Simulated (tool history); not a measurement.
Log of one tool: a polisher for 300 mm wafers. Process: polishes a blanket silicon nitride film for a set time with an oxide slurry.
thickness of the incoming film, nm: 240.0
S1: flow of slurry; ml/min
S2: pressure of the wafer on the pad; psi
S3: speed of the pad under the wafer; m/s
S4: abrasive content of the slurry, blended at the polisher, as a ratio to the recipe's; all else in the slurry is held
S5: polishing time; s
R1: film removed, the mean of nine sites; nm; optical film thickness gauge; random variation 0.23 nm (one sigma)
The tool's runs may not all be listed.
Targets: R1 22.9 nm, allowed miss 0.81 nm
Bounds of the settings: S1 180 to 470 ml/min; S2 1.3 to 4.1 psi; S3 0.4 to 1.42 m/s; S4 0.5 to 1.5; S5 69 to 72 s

Run 1, hour 0: S1 300 ml/min, S2 2.7 psi, S3 0.9 m/s, S4 1, S5 69 s. Result: R1 26.844 nm.
Run 2, hour 7.5: S1 300 ml/min, S2 3.3 psi, S3 0.9 m/s, S4 1, S5 69 s. Result: R1 32.309 nm.
Run 3, hour 8.9: S1 300 ml/min, S2 3.3 psi, S3 0.9 m/s, S4 1.2, S5 69 s. Result: R1 35.688 nm.
Run 4, hour 14: S1 300 ml/min, S2 3.3 psi, S3 1.12 m/s, S4 1.2, S5 69 s. Result: R1 40.769 nm.
Run 5, hour 14.9: S1 300 ml/min, S2 3.3 psi, S3 1.3 m/s, S4 1.2, S5 69 s. Result: R1 45.806 nm.
Run 6, hour 23: S1 300 ml/min, S2 2.9 psi, S3 1.28 m/s, S4 1.2, S5 69 s. Result: R1 39.581 nm.
Run 7, hour 29.6: S1 300 ml/min, S2 2.6 psi, S3 1.28 m/s, S4 1.2, S5 69 s. Result: R1 35.292 nm.
Run 8, hour 35.6: S1 300 ml/min, S2 2.4 psi, S3 1.28 m/s, S4 1.2, S5 69 s. Result: R1 32.84 nm.
Run 9, hour 44.4: S1 300 ml/min, S2 2.2 psi, S3 1.28 m/s, S4 1.2, S5 69 s. Result: R1 30.73 nm.
Run 10, hour 48.8: S1 300 ml/min, S2 2 psi, S3 1.28 m/s, S4 1.2, S5 69 s. Result: R1 27.297 nm.
Run 11, hour 57: S1 300 ml/min, S2 1.9 psi, S3 1.28 m/s, S4 1.2, S5 69 s. Result: R1 26.099 nm.
Run 12, hour 63.7: S1 300 ml/min, S2 1.9 psi, S3 1.28 m/s, S4 1.2, S5 69 s. Result: R1 26.345 nm.
Run 13, hour 68.4: S1 300 ml/min, S2 1.8 psi, S3 1.28 m/s, S4 1.2, S5 69 s. Result: R1 24.415 nm.

Which of these 4 next moves meets every target?
Run A, hour 73.1: S1 445 ml/min, S2 1.5 psi, S3 1.34 m/s, S4 1.25, S5 69 s. Result: R1 ?.
Run B, hour 73.1: S1 255 ml/min, S2 1.5 psi, S3 1.22 m/s, S4 1.3, S5 69 s. Result: R1 ?.
Run C, hour 73.1: S1 420 ml/min, S2 2.2 psi, S3 1.18 m/s, S4 1, S5 72 s. Result: R1 ?.
Run D, hour 73.1: S1 240 ml/min, S2 1.6 psi, S3 1.22 m/s, S4 1.15, S5 69 s. Result: R1 ?.

move      R1
   A   22.83
   B  20.677
   C   28.47
   D  20.756
A: meets every target
B: takes the result that was furthest off past its target
C: further off than the last run
D: takes the result that was furthest off past its target
Move A is the one to make.

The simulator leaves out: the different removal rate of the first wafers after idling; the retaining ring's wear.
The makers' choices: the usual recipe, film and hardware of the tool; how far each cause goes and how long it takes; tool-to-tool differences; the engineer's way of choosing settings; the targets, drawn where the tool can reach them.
